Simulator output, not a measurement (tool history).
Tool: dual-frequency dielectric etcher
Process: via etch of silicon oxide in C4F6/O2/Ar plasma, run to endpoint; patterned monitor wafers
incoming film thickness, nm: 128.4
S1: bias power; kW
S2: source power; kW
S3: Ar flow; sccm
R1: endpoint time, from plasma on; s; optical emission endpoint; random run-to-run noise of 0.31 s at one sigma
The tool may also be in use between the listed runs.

run,hour,S1,S2,S3,R1
1,0,0.498,0.3,240,32.807
2,1.1,0.498,0.28,240,33.242
3,8,0.498,0.24,240,34.57
4,12.6,0.563,0.24,240,32.631
5,21.4,0.563,0.21,240,33.405
6,24.8,0.634,0.21,240,32.411
7,33.4,0.589,0.2,253,33.86
8,36.7,0.557,0.2,260,34.856
9,44.9,0.531,0.2,265,35.469
10,46.7,0.506,0.2,270,36.016
11,50.7,0.482,0.2,275,37.558
12,54.6,0.467,0.2,276,38.352
13,56.8,0.455,0.2,276,38.795
14,59.2,0.444,0.2,276,39.166
15,62.5,0.435,0.2,276,39.483
16,66.9,0.426,0.2,276,39.361
17,71.7,0.331,0.18,280,45.94
18,79.1,0.339,0.18,280,45.371
19,88,0.345,0.18,280,44.297
20,92.8,0.349,0.18,280,44.68
21,98.8,0.354,0.18,280,44.163
22,104.6,0.358,0.18,280,44.31

For run 23, what comes out?
23,109.9,0.404,0.19,278,?

{"run 23": {"R1": 40.771}}
